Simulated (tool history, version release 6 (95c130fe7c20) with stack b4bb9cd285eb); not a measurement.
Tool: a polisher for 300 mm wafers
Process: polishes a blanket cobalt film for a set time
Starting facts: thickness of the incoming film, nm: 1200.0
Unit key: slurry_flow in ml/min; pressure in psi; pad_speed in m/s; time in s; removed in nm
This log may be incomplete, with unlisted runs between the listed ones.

run  hour  slurry_flow  pressure  pad_speed  time  removed
  1   0.0          125       1.6       1.16    65   361.01
  2   1.5          150       1.6       1.16    65   377.15
  3   8.4          150       1.5       1.16    65   348.61
  4   9.6          150       1.5       1.16    68   370.44
  5  10.9          125       1.5       1.16    68   357.01
  6  13.4          125       1.5       1.16    68   347.62
  7  16.2          135       1.7       1.16    68   407.86
  8  18.9          155       2.2       1.18    68   557.59

Run 9 is up next; what results do you expect?
  9  26.0          160       2.3       1.18    68        ?

Run 9 gave removed 569.30 nm.
